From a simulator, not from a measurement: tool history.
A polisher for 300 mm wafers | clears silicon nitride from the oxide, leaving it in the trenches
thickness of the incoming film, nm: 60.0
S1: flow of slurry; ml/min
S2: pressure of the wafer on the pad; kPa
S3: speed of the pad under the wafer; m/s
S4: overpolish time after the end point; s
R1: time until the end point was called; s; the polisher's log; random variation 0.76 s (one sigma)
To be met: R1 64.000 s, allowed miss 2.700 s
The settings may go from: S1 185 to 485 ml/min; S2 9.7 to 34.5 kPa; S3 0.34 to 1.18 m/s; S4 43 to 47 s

| run | day | S1 | S2 | S3 | S4 | R1 |
|---|---|---|---|---|---|---|
| 1 | 0.000 | 310 | 22.1 | 0.76 | 43 | 79.547 |
| 2 | 0.212 | 310 | 23.4 | 0.76 | 43 | 76.603 |
| 3 | 0.475 | 310 | 23.4 | 0.60 | 43 | 97.776 |
| 4 | 0.667 | 310 | 23.4 | 0.60 | 43 | 93.475 |
| 5 | 0.917 | 310 | 23.4 | 0.72 | 43 | 78.511 |
| 6 | 1.217 | 310 | 23.4 | 0.72 | 43 | 79.399 |
| 7 | 1.488 | 310 | 24.8 | 0.72 | 43 | 75.118 |
| 8 | 1.583 | 310 | 25.5 | 0.72 | 43 | 72.673 |
| 9 | 1.621 | 310 | 26.2 | 0.72 | 43 | 72.029 |
| 10 | 1.750 | 310 | 26.9 | 0.72 | 43 | 69.724 |
| 11 | 1.842 | 310 | 27.6 | 0.72 | 43 | 67.830 |

5 next moves are on the table. One of them brings every result within its allowed miss. Which?
| A | 1.933 | 300 | 27.6 | 0.68 | 45 | ? |
| B | 1.933 | 260 | 29.6 | 0.68 | 47 | ? |
| C | 1.933 | 360 | 26.9 | 0.78 | 45 | ? |
| D | 1.933 | 390 | 24.8 | 0.72 | 43 | ? |
| E | 1.933 | 270 | 26.2 | 0.72 | 43 | ? |

| move | R1 |
|---|---|
| A | 70.774 |
| B | 67.526 |
| C | 61.942 |
| D | 71.685 |
| E | 71.611 |
A: further off than the last run
B: nearer than the last run, and not there yet
C: meets every target
D: further off than the last run
E: further off than the last run
The right move is C.
